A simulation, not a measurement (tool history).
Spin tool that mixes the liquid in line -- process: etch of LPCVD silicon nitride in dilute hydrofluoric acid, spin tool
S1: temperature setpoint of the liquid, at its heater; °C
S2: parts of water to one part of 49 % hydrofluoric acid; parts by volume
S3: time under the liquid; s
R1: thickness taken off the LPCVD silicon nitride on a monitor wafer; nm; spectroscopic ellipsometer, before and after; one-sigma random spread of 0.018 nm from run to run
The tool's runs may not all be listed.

{"run": 1, "hour": 0.0, "S1": 23.0, "S2": 40, "S3": 95, "R1": 1.2052}
{"run": 2, "hour": 4.1, "S1": 23.0, "S2": 50, "S3": 95, "R1": 0.97955}
{"run": 3, "hour": 11.2, "S1": 23.0, "S2": 50, "S3": 95, "R1": 0.97142}
{"run": 4, "hour": 13.2, "S1": 23.0, "S2": 50, "S3": 95, "R1": 0.9761}
{"run": 5, "hour": 14.2, "S1": 23.0, "S2": 50, "S3": 95, "R1": 0.97789}
{"run": 6, "hour": 21.3, "S1": 26.5, "S2": 50, "S3": 95, "R1": 1.2185}
{"run": 7, "hour": 25.4, "S1": 27.5, "S2": 45, "S3": 95, "R1": 1.4685}
{"run": 8, "hour": 29.7, "S1": 28.5, "S2": 45, "S3": 95, "R1": 1.5719}
{"run": 9, "hour": 34.3, "S1": 29.0, "S2": 45, "S3": 95, "R1": 1.6098}
{"run": 10, "hour": 43.2, "S1": 29.0, "S2": 45, "S3": 95, "R1": 1.5818}
{"run": 11, "hour": 50.4, "S1": 29.5, "S2": 45, "S3": 95, "R1": 1.648}

Run 12, settings as shown, results not yet in. Your forecast:
{"run": 12, "hour": 56.2, "S1": 30.0, "S2": 45, "S3": 95, "R1": "?"}

{"run 12": {"R1": 1.7068}}
